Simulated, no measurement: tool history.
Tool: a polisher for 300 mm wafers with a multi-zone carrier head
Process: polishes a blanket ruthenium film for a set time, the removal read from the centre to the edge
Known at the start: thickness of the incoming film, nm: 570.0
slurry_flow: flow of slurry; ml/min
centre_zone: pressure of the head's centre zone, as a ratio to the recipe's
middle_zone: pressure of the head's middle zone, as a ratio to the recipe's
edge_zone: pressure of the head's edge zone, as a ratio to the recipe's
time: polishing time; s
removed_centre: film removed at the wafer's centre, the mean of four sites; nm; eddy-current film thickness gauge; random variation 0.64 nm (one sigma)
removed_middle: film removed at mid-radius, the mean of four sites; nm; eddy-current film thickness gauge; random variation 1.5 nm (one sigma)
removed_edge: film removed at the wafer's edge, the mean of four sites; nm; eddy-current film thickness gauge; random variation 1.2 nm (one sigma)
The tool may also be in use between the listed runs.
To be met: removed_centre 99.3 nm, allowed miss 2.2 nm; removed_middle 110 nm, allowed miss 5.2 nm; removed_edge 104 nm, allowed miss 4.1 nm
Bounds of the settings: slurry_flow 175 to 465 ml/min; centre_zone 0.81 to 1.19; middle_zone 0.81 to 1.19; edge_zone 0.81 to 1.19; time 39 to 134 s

{"run": 1, "hour": 0.0, "slurry_flow": 295, "centre_zone": 1, "middle_zone": 1, "edge_zone": 1, "time": 86, "removed_centre": 114.94, "removed_middle": 112.83, "removed_edge": 115.47}
{"run": 2, "hour": 3.8, "slurry_flow": 295, "centre_zone": 1, "middle_zone": 1, "edge_zone": 1, "time": 74, "removed_centre": 98.723, "removed_middle": 98.542, "removed_edge": 99.493}
{"run": 3, "hour": 7.5, "slurry_flow": 295, "centre_zone": 1, "middle_zone": 0.96, "edge_zone": 1, "time": 74, "removed_centre": 98.704, "removed_middle": 96.11, "removed_edge": 99.406}
{"run": 4, "hour": 13.6, "slurry_flow": 295, "centre_zone": 0.96, "middle_zone": 0.96, "edge_zone": 1, "time": 74, "removed_centre": 94.844, "removed_middle": 94.972, "removed_edge": 99.614}
{"run": 5, "hour": 16.9, "slurry_flow": 295, "centre_zone": 0.96, "middle_zone": 1.01, "edge_zone": 1, "time": 74, "removed_centre": 96.062, "removed_middle": 100.87, "removed_edge": 99.172}
{"run": 6, "hour": 20.1, "slurry_flow": 295, "centre_zone": 0.96, "middle_zone": 0.98, "edge_zone": 1, "time": 74, "removed_centre": 94.684, "removed_middle": 97.855, "removed_edge": 100.56}
{"hour": 28.5, "done": "slurry nozzle cleaned"}
{"run": 7, "hour": 28.5, "slurry_flow": 300, "centre_zone": 0.96, "middle_zone": 0.99, "edge_zone": 1, "time": 74, "removed_centre": 101.47, "removed_middle": 102.41, "removed_edge": 102.24}
{"run": 8, "hour": 36.0, "slurry_flow": 300, "centre_zone": 0.95, "middle_zone": 0.99, "edge_zone": 1, "time": 74, "removed_centre": 100.84, "removed_middle": 103.89, "removed_edge": 104.41}

Which of these 4 next moves meets every target?
{"run": "A", "hour": 43.5, "slurry_flow": 180, "centre_zone": 0.98, "middle_zone": 0.98, "edge_zone": 1.13, "time": 76, "removed_centre": "?", "removed_middle": "?", "removed_edge": "?"}
{"run": "B", "hour": 43.5, "slurry_flow": 320, "centre_zone": 0.99, "middle_zone": 0.95, "edge_zone": 1.03, "time": 73, "removed_centre": "?", "removed_middle": "?", "removed_edge": "?"}
{"run": "C", "hour": 43.5, "slurry_flow": 430, "centre_zone": 0.92, "middle_zone": 1.03, "edge_zone": 0.98, "time": 73, "removed_centre": "?", "removed_middle": "?", "removed_edge": "?"}
{"run": "D", "hour": 43.5, "slurry_flow": 305, "centre_zone": 0.98, "middle_zone": 0.88, "edge_zone": 0.99, "time": 74, "removed_centre": "?", "removed_middle": "?", "removed_edge": "?"}

move=A removed_centre=97.992 removed_middle=98.358 removed_edge=106.6
move=B removed_centre=104.14 removed_middle=99.913 removed_edge=104.84
move=C removed_centre=99.448 removed_middle=109.69 removed_edge=104.68
move=D removed_centre=103.89 removed_middle=94.58 removed_edge=104.34
A: further off than the last run
B: further off than the last run
C: meets every target
D: further off than the last run
The right move is C.
